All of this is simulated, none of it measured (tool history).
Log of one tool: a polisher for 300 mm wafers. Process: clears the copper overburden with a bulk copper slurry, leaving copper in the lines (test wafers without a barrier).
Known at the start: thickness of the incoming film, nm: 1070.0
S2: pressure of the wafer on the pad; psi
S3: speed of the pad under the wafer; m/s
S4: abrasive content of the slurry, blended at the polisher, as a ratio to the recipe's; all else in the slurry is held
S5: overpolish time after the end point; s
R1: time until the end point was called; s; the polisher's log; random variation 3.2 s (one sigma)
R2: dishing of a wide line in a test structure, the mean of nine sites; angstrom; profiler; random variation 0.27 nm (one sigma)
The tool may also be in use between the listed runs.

Run 1, hour 0: flow of slurry (ml/min) 170, S2 3.3 psi, S3 1.32 m/s, S4 1, S5 15 s. Result: R1 74.69 s, R2 1102.5 angstrom.
Run 2, hour 0.6: flow of slurry (ml/min) 170, S2 3.3 psi, S3 1.32 m/s, S4 0.8, S5 15 s. Result: R1 78.662 s, R2 1060.9 angstrom.
Run 3, hour 2.2: flow of slurry (ml/min) 170, S2 3.3 psi, S3 1.32 m/s, S4 0.7, S5 15 s. Result: R1 83.36 s, R2 1034.6 angstrom.
Run 4, hour 9: flow of slurry (ml/min) 145, S2 2.7 psi, S3 1.08 m/s, S4 0.75, S5 11 s. Result: R1 113.37 s, R2 601.41 angstrom.
Run 5, hour 14.5: flow of slurry (ml/min) 145, S2 2.7 psi, S3 1.08 m/s, S4 0.9, S5 11 s. Result: R1 110.39 s, R2 638.96 angstrom.
Run 6, hour 22.1: flow of slurry (ml/min) 145, S2 2.7 psi, S3 1.08 m/s, S4 0.9, S5 14 s. Result: R1 113.11 s, R2 747.46 angstrom.
At hour 28: worn pad replaced by a new one.
Run 7, hour 28: flow of slurry (ml/min) 120, S2 1.7 psi, S3 0.72 m/s, S4 0.8, S5 7 s. Result: R1 244.62 s, R2 221.13 angstrom.

The next listed run, before its measurement:
Run 8, hour 32.9: flow of slurry (ml/min) 155, S2 2.3 psi, S3 0.84 m/s, S4 0.55, S5 4 s. Result: R1 ?, R2 ?.

R1: 168.54 s
R2: 183.63 angstrom
